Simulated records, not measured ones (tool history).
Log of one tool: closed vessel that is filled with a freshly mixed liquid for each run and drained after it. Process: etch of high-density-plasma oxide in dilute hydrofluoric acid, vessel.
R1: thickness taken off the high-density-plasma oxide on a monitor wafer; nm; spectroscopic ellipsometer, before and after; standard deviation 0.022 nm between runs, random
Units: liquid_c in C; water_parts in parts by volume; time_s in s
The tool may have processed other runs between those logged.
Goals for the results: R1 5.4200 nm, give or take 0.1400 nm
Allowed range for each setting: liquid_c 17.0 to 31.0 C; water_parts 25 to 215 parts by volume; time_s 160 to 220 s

{"run": 1, "hour": 0.0, "liquid_c": 23.0, "water_parts": 120, "time_s": 220, "R1": 9.6547}
{"run": 2, "hour": 7.6, "liquid_c": 26.5, "water_parts": 120, "time_s": 220, "R1": 11.033}
{"run": 3, "hour": 15.8, "liquid_c": 26.5, "water_parts": 120, "time_s": 160, "R1": 8.0635}
{"run": 4, "hour": 20.7, "liquid_c": 26.5, "water_parts": 90, "time_s": 160, "R1": 11.14}
{"run": 5, "hour": 22.1, "liquid_c": 29.5, "water_parts": 90, "time_s": 160, "R1": 12.545}
{"run": 6, "hour": 30.0, "liquid_c": 27.0, "water_parts": 100, "time_s": 160, "R1": 10.157}
{"run": 7, "hour": 33.2, "liquid_c": 25.0, "water_parts": 110, "time_s": 160, "R1": 8.4038}
{"run": 8, "hour": 41.2, "liquid_c": 25.0, "water_parts": 110, "time_s": 160, "R1": 8.42}
{"run": 9, "hour": 47.4, "liquid_c": 23.5, "water_parts": 110, "time_s": 160, "R1": 7.9511}
{"run": 10, "hour": 52.7, "liquid_c": 22.0, "water_parts": 110, "time_s": 160, "R1": 7.4697}
{"run": 11, "hour": 56.5, "liquid_c": 21.0, "water_parts": 115, "time_s": 160, "R1": 6.8133}
{"run": 12, "hour": 64.9, "liquid_c": 20.0, "water_parts": 115, "time_s": 160, "R1": 6.5658}
{"run": 13, "hour": 66.6, "liquid_c": 19.5, "water_parts": 115, "time_s": 160, "R1": 6.4068}
{"run": 14, "hour": 71.9, "liquid_c": 19.0, "water_parts": 115, "time_s": 160, "R1": 6.3329}
{"run": 15, "hour": 74.5, "liquid_c": 18.5, "water_parts": 115, "time_s": 160, "R1": 6.1577}
{"run": 16, "hour": 83.7, "liquid_c": 18.0, "water_parts": 115, "time_s": 160, "R1": 6.0405}
{"run": 17, "hour": 88.6, "liquid_c": 17.5, "water_parts": 120, "time_s": 160, "R1": 5.6276}

Below are 4 possible settings for the next run. Only one of them brings all results inside the allowed miss of their targets. Which is it?
{"run": "A", "hour": 93.5, "liquid_c": 17.0, "water_parts": 135, "time_s": 190, "R1": "?"}
{"run": "B", "hour": 93.5, "liquid_c": 22.0, "water_parts": 140, "time_s": 165, "R1": "?"}
{"run": "C", "hour": 93.5, "liquid_c": 17.0, "water_parts": 140, "time_s": 185, "R1": "?"}
{"run": "D", "hour": 93.5, "liquid_c": 17.0, "water_parts": 130, "time_s": 185, "R1": "?"}

move=A R1=5.7644
move=B R1=5.8740
move=C R1=5.3857
move=D R1=5.8576
A: its largest miss is bigger than the last run's
B: its largest miss is bigger than the last run's
C: every result lands within tolerance
D: its largest miss is bigger than the last run's
C is the move that brings every result within its allowed miss.
